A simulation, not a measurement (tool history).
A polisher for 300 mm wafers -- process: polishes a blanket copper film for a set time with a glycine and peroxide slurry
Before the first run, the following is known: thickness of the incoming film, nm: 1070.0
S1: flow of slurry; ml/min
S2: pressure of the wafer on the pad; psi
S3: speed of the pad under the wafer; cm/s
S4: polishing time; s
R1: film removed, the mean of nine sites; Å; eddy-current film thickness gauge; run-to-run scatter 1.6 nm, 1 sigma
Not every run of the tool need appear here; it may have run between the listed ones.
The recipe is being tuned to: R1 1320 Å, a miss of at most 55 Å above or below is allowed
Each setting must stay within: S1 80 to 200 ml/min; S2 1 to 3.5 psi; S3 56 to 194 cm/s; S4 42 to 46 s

run	day	S1	S2	S3	S4	R1
1	0	130	2.2	124	46	2342
2	0.138	130	2	122	46	2144.1
3	0.292	130	2	122	46	2133.1
4	0.517	130	1.9	120	46	2056.4
5	0.712	130	1.9	150	46	2413.9
6	0.758	130	1.8	144	46	2272.9
7	1.1	130	1.7	138	46	2094.3
8	1.3	130	1.7	138	46	2081.4
9	1.412	130	1.6	134	46	1965.7
10	1.571	130	1.5	130	46	1814.6
11	1.783	130	1.4	128	46	1699.6
12	1.871	120	1	116	46	1242.6
13	2.054	130	1	116	46	1254.8

5 candidate next runs follow, results not yet known. Just one meets every target within its allowed miss. Identify it.
A	2.238	135	1	122	42	?
B	2.238	175	1	134	42	?
C	2.238	140	1.2	126	45	?
D	2.238	150	1	120	42	?
E	2.238	115	1	116	45	?

move	R1
A	1156.7
B	1278.6
C	1446.5
D	1161.2
E	1170.7
A: misses by more than the last run did
B: all results in spec
C: moves the result that the last run missed by most past its target, out the other side
D: misses by more than the last run did
E: misses by more than the last run did
The move that meets every target is B.
